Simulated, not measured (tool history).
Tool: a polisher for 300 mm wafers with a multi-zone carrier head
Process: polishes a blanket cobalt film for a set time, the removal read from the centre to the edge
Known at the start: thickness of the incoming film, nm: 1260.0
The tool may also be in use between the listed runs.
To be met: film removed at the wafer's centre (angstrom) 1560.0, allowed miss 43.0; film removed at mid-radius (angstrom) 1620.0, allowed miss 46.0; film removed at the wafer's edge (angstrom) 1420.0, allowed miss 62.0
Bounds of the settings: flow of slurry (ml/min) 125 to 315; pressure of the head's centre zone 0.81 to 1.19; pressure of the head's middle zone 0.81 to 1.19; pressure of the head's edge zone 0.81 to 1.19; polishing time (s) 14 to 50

run	hour	flow of slurry (ml/min)	pressure of the head's centre zone	pressure of the head's middle zone	pressure of the head's edge zone	polishing time (s)	film removed at the wafer's centre (angstrom)	film removed at mid-radius (angstrom)	film removed at the wafer's edge (angstrom)
1	0.0	205	1.00	1.00	1.00	32	1126.5	1126.0	1118.2
2	3.5	160	1.00	1.00	1.00	32	1099.8	1107.0	1109.0
3	11.2	160	1.00	0.91	1.00	32	1100.7	1053.2	1127.8
4	13.4	165	1.01	0.96	1.00	34	1175.2	1159.6	1180.1
5	19.2	170	1.03	0.99	1.01	35	1238.8	1209.6	1223.8
6	20.0	175	1.04	1.02	1.01	36	1320.5	1273.0	1260.9
7	24.8	180	1.04	1.05	1.01	37	1347.2	1339.5	1309.8
8	26.0	235	1.14	1.15	0.99	39	1610.4	1530.2	1385.5
9	31.6	235	1.13	1.16	0.99	39	1601.0	1564.5	1407.6
10	34.7	235	1.12	1.17	0.99	39	1578.3	1547.2	1384.6
11	42.1	235	1.11	1.17	0.99	39	1580.6	1536.8	1384.9
12	47.3	230	1.09	1.17	0.98	39	1543.4	1530.4	1368.2
13	52.2	230	1.08	1.17	0.98	39	1525.3	1564.7	1371.7

5 next moves are on the table. One of them brings every result within its allowed miss. Which?
A	57.1	215	1.07	1.12	1.07	39	?	?	?
B	57.1	230	1.13	1.14	1.03	37	?	?	?
C	57.1	150	0.98	1.19	0.97	45	?	?	?
D	57.1	270	1.14	1.18	0.98	39	?	?	?
E	57.1	250	1.07	1.19	1.00	40	?	?	?

move	film removed at the wafer's centre (angstrom)	film removed at mid-radius (angstrom)	film removed at the wafer's edge (angstrom)
A	1495.6	1513.6	1418.9
B	1512.6	1461.8	1328.7
C	1493.2	1720.9	1503.3
D	1640.3	1599.4	1384.7
E	1564.4	1635.9	1425.3
A: further off than the last run
B: further off than the last run
C: takes the result that was furthest off past its target
D: brings the result that was furthest off to its target, and leaves another outside
E: meets every target
Answer: E
